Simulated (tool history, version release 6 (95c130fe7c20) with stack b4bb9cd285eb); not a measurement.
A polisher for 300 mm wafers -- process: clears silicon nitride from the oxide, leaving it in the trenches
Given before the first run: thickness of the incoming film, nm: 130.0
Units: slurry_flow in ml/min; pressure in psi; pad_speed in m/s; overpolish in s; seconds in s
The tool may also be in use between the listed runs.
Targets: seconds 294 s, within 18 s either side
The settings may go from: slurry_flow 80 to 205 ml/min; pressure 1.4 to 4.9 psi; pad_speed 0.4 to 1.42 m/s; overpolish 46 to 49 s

| run | day | slurry_flow | pressure | pad_speed | overpolish | seconds |
|---|---|---|---|---|---|---|
| 1 | 0 | 135 | 3.1 | 0.9 | 46 | 156.66 |
| 2 | 0.342 | 135 | 3.1 | 0.9 | 46 | 155.13 |
| 3 | 0.554 | 160 | 3.1 | 0.9 | 46 | 152.5 |
| 4 | 0.908 | 160 | 3.1 | 1.12 | 46 | 121.78 |
| 5 | 1.271 | 160 | 2.8 | 1.06 | 46 | 146.16 |
| 6 | 1.567 | 160 | 2.5 | 1.02 | 46 | 158.16 |
| 7 | 1.917 | 160 | 2.3 | 0.96 | 46 | 181.97 |
| 8 | 1.962 | 160 | 2.1 | 0.92 | 46 | 207.37 |
| 9 | 2.046 | 160 | 2 | 0.9 | 46 | 214.47 |
| 10 | 2.358 | 160 | 2 | 0.9 | 46 | 222.1 |
| 11 | 2.483 | 160 | 1.9 | 0.88 | 46 | 236.99 |
| 12 | 2.671 | 160 | 1.8 | 0.88 | 46 | 243.9 |
| 13 | 2.988 | 160 | 1.7 | 0.88 | 46 | 249.12 |
| 14 | 3.088 | 155 | 1.4 | 0.8 | 46 | 331.98 |
| 15 | 3.112 | 160 | 1.4 | 0.8 | 46 | 338.63 |

Exactly one of the 4 candidate moves below puts every result within its allowed miss. Which one?
| A | 3.138 | 185 | 1.4 | 1 | 46 | ? |
| B | 3.138 | 150 | 1.6 | 0.8 | 46 | ? |
| C | 3.138 | 165 | 1.4 | 0.66 | 46 | ? |
| D | 3.138 | 155 | 2.1 | 0.76 | 48 | ? |

| move | seconds |
|---|---|
| A | 256.16 |
| B | 296.39 |
| C | 389.73 |
| D | 247.7 |
A: moves the result that the last run missed by most past its target, out the other side
B: in spec on every target
C: moves away from the targets compared with the last run
D: moves the result that the last run missed by most past its target, out the other side
Answer: B

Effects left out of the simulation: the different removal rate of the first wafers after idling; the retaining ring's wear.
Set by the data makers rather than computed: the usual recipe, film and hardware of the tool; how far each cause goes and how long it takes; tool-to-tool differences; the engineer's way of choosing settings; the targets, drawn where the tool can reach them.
